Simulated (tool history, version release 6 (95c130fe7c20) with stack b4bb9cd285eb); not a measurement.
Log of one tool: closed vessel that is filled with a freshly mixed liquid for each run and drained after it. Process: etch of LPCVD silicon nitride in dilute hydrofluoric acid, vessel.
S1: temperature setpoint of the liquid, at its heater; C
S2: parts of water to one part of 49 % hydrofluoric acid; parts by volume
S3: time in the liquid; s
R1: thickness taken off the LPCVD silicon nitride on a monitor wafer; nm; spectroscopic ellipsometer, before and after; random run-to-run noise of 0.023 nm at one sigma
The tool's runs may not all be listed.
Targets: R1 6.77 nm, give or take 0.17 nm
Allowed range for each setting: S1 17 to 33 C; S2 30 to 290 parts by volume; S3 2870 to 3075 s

run	hour	S1	S2	S3	R1
1	0	25	160	2870	9.6089
2	4.8	25	115	2870	13.262
3	8.4	25	140	2870	10.916
4	11.4	23	140	2870	9.6341
5	14.5	26.5	140	2870	11.997
6	16.3	29	140	2870	13.995
7	19.2	26	140	2870	11.593
8	28	24	140	2870	10.202
9	29.6	22.5	140	2870	9.2654
10	31.8	21.5	140	2870	8.7225

Of the 5 settings listed for the next run, only one would bring every result within its allowed miss of target. Which one?
A	34	21	170	2955	?
B	34	17	140	3015	?
C	34	19	140	2870	?
D	34	25	215	2875	?
E	34	20	180	2915	?

move	R1
A	7.1987
B	6.7753
C	7.3922
D	7.1787
E	6.288
A: better than the last run, though not everything is in spec
B: all results in spec
C: better than the last run, though not everything is in spec
D: better than the last run, though not everything is in spec
E: takes the biggest miss from the last run beyond its target
So the answer is move B, the one that meets all the targets.
